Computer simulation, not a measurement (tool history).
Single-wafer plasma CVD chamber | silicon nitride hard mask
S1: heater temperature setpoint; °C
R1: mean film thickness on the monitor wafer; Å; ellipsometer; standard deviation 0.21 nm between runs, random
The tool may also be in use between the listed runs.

{"run": 1, "hour": 0.0, "S1": 395, "chamber pressure (mTorr)": 1190, "RF power (W)": 335, "deposition time (s)": 39.2, "R1": 400.74}
{"run": 2, "hour": 3.4, "S1": 395, "chamber pressure (mTorr)": 1310, "RF power (W)": 340, "deposition time (s)": 39.2, "R1": 418.2}
{"run": 3, "hour": 6.2, "S1": 395, "chamber pressure (mTorr)": 1310, "RF power (W)": 340, "deposition time (s)": 39.2, "R1": 421.33}
{"run": 4, "hour": 9.0, "S1": 395, "chamber pressure (mTorr)": 1490, "RF power (W)": 340, "deposition time (s)": 39.2, "R1": 437.89}
{"run": 5, "hour": 15.9, "S1": 395, "chamber pressure (mTorr)": 1530, "RF power (W)": 345, "deposition time (s)": 39.2, "R1": 444.63}
{"run": 6, "hour": 23.4, "S1": 386, "chamber pressure (mTorr)": 1530, "RF power (W)": 345, "deposition time (s)": 39.2, "R1": 447.5}
{"run": 7, "hour": 30.8, "S1": 386, "chamber pressure (mTorr)": 1560, "RF power (W)": 345, "deposition time (s)": 39.2, "R1": 450.36}
{"run": 8, "hour": 36.9, "S1": 386, "chamber pressure (mTorr)": 1560, "RF power (W)": 345, "deposition time (s)": 39.2, "R1": 447.87}

Run 9 comes next. What will it give?
{"run": 9, "hour": 44.2, "S1": 386, "chamber pressure (mTorr)": 1580, "RF power (W)": 350, "deposition time (s)": 39.2, "R1": "?"}

R1: 452.05 Å

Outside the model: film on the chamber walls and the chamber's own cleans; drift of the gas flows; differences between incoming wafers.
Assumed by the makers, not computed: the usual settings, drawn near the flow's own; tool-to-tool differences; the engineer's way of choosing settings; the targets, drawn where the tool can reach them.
